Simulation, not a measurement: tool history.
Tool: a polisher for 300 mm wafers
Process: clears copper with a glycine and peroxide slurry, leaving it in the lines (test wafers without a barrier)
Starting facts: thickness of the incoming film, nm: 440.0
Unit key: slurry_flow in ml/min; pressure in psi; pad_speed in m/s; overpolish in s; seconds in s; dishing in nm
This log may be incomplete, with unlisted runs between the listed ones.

Run 1, hour 0: slurry_flow 210 ml/min, pressure 2 psi, pad_speed 0.92 m/s, overpolish 28 s. Result: seconds 134.12 s, dishing 59.92 nm.
Run 2, hour 3.3: slurry_flow 210 ml/min, pressure 2 psi, pad_speed 0.92 m/s, overpolish 29 s. Result: seconds 139.86 s, dishing 60.656 nm.
Run 3, hour 10.9: slurry_flow 210 ml/min, pressure 2 psi, pad_speed 1.08 m/s, overpolish 29 s. Result: seconds 126.56 s, dishing 63.206 nm.
Run 4, hour 15.7: slurry_flow 210 ml/min, pressure 2 psi, pad_speed 1.08 m/s, overpolish 20 s. Result: seconds 125.22 s, dishing 49.52 nm.
Run 5, hour 24.6: slurry_flow 210 ml/min, pressure 1.7 psi, pad_speed 1.08 m/s, overpolish 20 s. Result: seconds 142.48 s, dishing 45.836 nm.
Run 6, hour 33.1: slurry_flow 240 ml/min, pressure 1.7 psi, pad_speed 1.08 m/s, overpolish 20 s. Result: seconds 138.19 s, dishing 46.813 nm.
Run 7, hour 36.6: slurry_flow 235 ml/min, pressure 1.8 psi, pad_speed 1.06 m/s, overpolish 22 s. Result: seconds 133.14 s, dishing 50.491 nm.

Run 8 comes next. What will it give?
Run 8, hour 37.6: slurry_flow 230 ml/min, pressure 1.8 psi, pad_speed 1.04 m/s, overpolish 24 s. Result: seconds ?, dishing ?.

{"run 8": {"seconds": 137.03, "dishing": 53.937}}

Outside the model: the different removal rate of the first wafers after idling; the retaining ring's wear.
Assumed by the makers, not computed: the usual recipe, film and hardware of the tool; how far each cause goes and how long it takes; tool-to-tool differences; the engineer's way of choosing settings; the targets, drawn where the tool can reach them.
